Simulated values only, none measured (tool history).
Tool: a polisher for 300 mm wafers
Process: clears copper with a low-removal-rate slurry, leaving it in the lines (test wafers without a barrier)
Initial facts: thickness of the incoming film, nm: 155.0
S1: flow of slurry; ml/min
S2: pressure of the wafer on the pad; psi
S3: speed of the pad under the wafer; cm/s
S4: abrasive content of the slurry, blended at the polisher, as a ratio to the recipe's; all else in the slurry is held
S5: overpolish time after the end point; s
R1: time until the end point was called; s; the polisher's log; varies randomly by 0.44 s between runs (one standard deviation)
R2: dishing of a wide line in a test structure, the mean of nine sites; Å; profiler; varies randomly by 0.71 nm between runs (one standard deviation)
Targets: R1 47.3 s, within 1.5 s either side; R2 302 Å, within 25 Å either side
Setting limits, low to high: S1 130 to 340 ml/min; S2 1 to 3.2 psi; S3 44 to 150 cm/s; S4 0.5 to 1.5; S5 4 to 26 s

run,hour,S1,S2,S3,S4,S5,R1,R2
1,0,220,2.1,96,1,13,66.178,171.58
2,6.2,220,2.4,96,1,13,58.557,188.59
3,7.5,175,2.4,96,1,13,60.244,192.2
4,9.4,175,2.4,96,0.8,13,61.048,181.2
5,12.4,175,2.4,96,0.6,13,64.243,182.04
# hour 13.1: head pressure recalibrated
6,13.1,175,2.6,96,0.6,13,53.056,200.8
7,14.9,175,2.6,96,0.6,13,54.096,205.42
8,17.7,175,2.6,96,0.6,13,53.214,206.15

4 candidate next runs follow, results not yet known. Just one meets every target within its allowed miss. Identify it.
A,20.5,220,2.7,98,0.6,10,?,?
B,20.5,180,2.7,100,0.85,24,?,?
C,20.5,145,2.8,112,0.75,9,?,?
D,20.5,180,2.6,82,0.65,21,?,?

move,R1,R2
A,49.962,174.39
B,48.21,302.59
C,44.35,176.31
D,60.856,250.11
A: moves away from the targets compared with the last run
B: every result within its allowed miss
C: takes the result that was furthest off past its target
D: moves away from the targets compared with the last run
The move that meets every target is B.

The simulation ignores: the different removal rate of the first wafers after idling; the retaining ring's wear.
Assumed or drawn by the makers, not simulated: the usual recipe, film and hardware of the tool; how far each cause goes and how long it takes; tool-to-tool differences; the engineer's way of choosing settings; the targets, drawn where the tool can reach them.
